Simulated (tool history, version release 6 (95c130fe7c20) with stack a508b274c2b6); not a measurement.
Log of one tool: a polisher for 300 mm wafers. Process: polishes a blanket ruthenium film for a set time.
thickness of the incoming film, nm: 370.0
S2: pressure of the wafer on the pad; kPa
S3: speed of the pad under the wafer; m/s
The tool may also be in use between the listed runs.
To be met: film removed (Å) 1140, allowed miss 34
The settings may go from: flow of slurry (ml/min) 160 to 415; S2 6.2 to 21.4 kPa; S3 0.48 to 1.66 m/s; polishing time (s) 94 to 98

Run 1, hour 0: flow of slurry (ml/min) 265, S2 13.8 kPa, S3 1.06 m/s, polishing time (s) 94. Result: film removed (Å) 1358.2.
Run 2, hour 5.9: flow of slurry (ml/min) 265, S2 13.8 kPa, S3 0.8 m/s, polishing time (s) 94. Result: film removed (Å) 1027.6.
Run 3, hour 8.4: flow of slurry (ml/min) 265, S2 16.5 kPa, S3 0.8 m/s, polishing time (s) 94. Result: film removed (Å) 1199.3.
Run 4, hour 13.1: flow of slurry (ml/min) 265, S2 20 kPa, S3 0.8 m/s, polishing time (s) 94. Result: film removed (Å) 1406.6.
Run 5, hour 14.8: flow of slurry (ml/min) 265, S2 20 kPa, S3 0.8 m/s, polishing time (s) 98. Result: film removed (Å) 1467.1.
Run 6, hour 21: flow of slurry (ml/min) 265, S2 17.2 kPa, S3 0.8 m/s, polishing time (s) 98. Result: film removed (Å) 1297.4.
Run 7, hour 26.7: flow of slurry (ml/min) 265, S2 16.5 kPa, S3 0.8 m/s, polishing time (s) 98. Result: film removed (Å) 1252.5.
Run 8, hour 28: flow of slurry (ml/min) 265, S2 15.9 kPa, S3 0.8 m/s, polishing time (s) 98. Result: film removed (Å) 1188.7.

Which of these 5 next moves meets every target?
Run A, hour 29.3: flow of slurry (ml/min) 300, S2 14.5 kPa, S3 0.8 m/s, polishing time (s) 98. Result: film removed (Å) ?.
Run B, hour 29.3: flow of slurry (ml/min) 245, S2 15.9 kPa, S3 0.82 m/s, polishing time (s) 98. Result: film removed (Å) ?.
Run C, hour 29.3: flow of slurry (ml/min) 250, S2 14.5 kPa, S3 0.92 m/s, polishing time (s) 98. Result: film removed (Å) ?.
Run D, hour 29.3: flow of slurry (ml/min) 300, S2 15.2 kPa, S3 0.86 m/s, polishing time (s) 97. Result: film removed (Å) ?.
Run E, hour 29.3: flow of slurry (ml/min) 265, S2 16.5 kPa, S3 0.82 m/s, polishing time (s) 98. Result: film removed (Å) ?.

move  film removed (Å)
   A            1119.3
   B            1210.1
   C            1256.9
   D            1234.1
   E            1264.8
A: meets every target
B: further off than the last run
C: further off than the last run
D: further off than the last run
E: further off than the last run
The right move is A.
